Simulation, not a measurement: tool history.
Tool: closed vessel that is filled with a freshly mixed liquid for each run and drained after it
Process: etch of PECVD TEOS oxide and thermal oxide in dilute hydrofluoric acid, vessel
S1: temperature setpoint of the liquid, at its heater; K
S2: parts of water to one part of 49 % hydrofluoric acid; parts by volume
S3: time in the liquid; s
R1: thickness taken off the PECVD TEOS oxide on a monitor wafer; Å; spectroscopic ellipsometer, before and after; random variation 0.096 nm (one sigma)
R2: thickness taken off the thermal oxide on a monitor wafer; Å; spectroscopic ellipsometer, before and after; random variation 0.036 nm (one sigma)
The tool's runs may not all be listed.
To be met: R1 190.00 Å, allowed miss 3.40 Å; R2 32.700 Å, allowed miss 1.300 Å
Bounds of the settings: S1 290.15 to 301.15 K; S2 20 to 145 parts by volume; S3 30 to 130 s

| run | hour | S1 | S2 | S3 | R1 | R2 |
|---|---|---|---|---|---|---|
| 1 | 0.0 | 293.15 | 80 | 65 | 208.40 | 36.291 |
| 2 | 2.9 | 296.15 | 80 | 65 | 238.91 | 41.997 |
| 3 | 6.5 | 296.15 | 80 | 90 | 326.83 | 56.931 |
| 4 | 14.6 | 296.15 | 80 | 115 | 419.70 | 72.310 |
| 5 | 16.0 | 294.65 | 90 | 115 | 344.87 | 60.174 |
| 6 | 18.7 | 294.65 | 65 | 115 | 494.49 | 86.340 |
| 7 | 27.7 | 293.65 | 80 | 115 | 378.09 | 64.715 |
| 8 | 32.1 | 292.65 | 90 | 115 | 320.28 | 55.336 |
| 9 | 38.9 | 290.15 | 120 | 115 | 210.09 | 36.125 |

Which of these 4 next moves meets every target?
| A | 45.7 | 290.15 | 130 | 130 | ? | ? |
| B | 45.7 | 296.15 | 130 | 90 | ? | ? |
| C | 45.7 | 293.15 | 115 | 105 | ? | ? |
| D | 45.7 | 290.15 | 120 | 130 | ? | ? |

| move | R1 | R2 |
|---|---|---|
| A | 217.71 | 36.971 |
| B | 191.95 | 32.596 |
| C | 228.38 | 38.784 |
| D | 238.23 | 40.456 |
A: further off than the last run
B: meets every target
C: further off than the last run
D: further off than the last run
The right move is B.
